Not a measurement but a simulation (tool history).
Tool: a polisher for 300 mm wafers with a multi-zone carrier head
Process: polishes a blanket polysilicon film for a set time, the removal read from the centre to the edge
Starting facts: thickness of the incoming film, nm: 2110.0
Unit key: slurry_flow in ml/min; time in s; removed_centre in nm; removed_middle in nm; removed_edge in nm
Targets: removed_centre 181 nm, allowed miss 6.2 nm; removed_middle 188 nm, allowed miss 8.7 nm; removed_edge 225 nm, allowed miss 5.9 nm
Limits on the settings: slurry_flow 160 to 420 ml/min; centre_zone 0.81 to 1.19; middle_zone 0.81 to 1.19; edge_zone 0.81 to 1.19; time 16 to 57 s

run  hour  slurry_flow  centre_zone  middle_zone  edge_zone  time  removed_centre  removed_middle  removed_edge
  1     0          270            1            1          1    36           284.2          279.36        288.42
  2   5.6          270            1         0.95          1    36          287.35          265.84        291.72
  3   6.3          270         0.94         0.95          1    36          269.32          268.34        290.59
  4   7.5          270         0.94         0.95       0.92    36          270.37          266.46        280.58
  5  13.6          255         0.91         0.92       0.94    34          245.72          244.29        267.93
  6  20.8          295         0.91         0.92       0.94    34          250.52          244.81        269.37
  7  23.8          280         0.88          0.9       0.95    32          221.75          224.08        253.58
  8  25.6          215         0.81         0.81       0.87    29          181.66          185.07         217.4
  9  33.8          215         0.81         0.82       0.89    29          183.07           181.2        216.41

Exercise: of the 4 proposed moves below, exactly one satisfies all targets within the stated allowed misses. Which move is it?
  A    42          160         0.89         0.96       0.93    29               ?               ?             ?
  B    42          180         0.81          0.9       0.86    31               ?               ?             ?
  C    42          180         0.81         0.82       0.91    30               ?               ?             ?
  D    42          220         0.86         0.81       1.14    27               ?               ?             ?

move  removed_centre  removed_middle  removed_edge
   A          194.06          196.84        213.17
   B          193.25           203.9        223.55
   C          186.92          182.76        222.21
   D          185.06          167.93        228.46
A: its largest miss is bigger than the last run's
B: gets the furthest-off result to its target, but another result is out of tolerance
C: every result within its allowed miss
D: gets the furthest-off result to its target, but another result is out of tolerance
The right move is C.

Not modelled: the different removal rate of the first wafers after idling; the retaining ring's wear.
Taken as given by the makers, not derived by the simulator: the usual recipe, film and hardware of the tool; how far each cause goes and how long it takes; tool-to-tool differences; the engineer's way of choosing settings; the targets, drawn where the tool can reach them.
